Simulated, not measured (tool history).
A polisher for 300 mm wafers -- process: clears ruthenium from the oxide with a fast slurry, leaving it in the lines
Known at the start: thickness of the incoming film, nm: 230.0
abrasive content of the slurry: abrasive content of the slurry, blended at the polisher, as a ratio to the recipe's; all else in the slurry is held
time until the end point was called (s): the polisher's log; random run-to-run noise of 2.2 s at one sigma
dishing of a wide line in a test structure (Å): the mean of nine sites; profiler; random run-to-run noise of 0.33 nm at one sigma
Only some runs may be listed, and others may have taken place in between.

run  hour  flow of slurry (ml/min)  pressure of the wafer on the pad (kPa)  speed of the pad under the wafer (cm/s)  abrasive content of the slurry  overpolish time after the end point (s)  time until the end point was called (s)  dishing of a wide line in a test structure (Å)
  1     0                      150                                    15.9                                      114                               1                                       20                                   71.706                                          497.87
  2   4.8                      150                                    15.9                                      114                               1                                       16                                   71.945                                          443.09
  3     7                      150                                    15.9                                      102                               1                                       16                                   81.308                                          391.92
  4  14.6                      150                                    14.5                                      100                               1                                       15                                   85.474                                          329.84
  5  18.5                      150                                    13.8                                       96                               1                                       15                                   95.059                                          306.19
  6    21                      135                                    13.8                                       96                               1                                       15                                   97.283                                          317.06
  7  25.3                      135                                    13.1                                       94                               1                                       14                                   103.74                                          269.38
  8  31.6                      135                                       9                                       92                               1                                        7                                   139.54                                          98.248

Run 9 comes next. What will it give?
  9  37.5                      130                                       9                                       82                               1                                       14                                        ?                                               ?

For run 9 the tool returned time until the end point was called (s) 160.81, dishing of a wide line in a test structure (Å) 178.01.
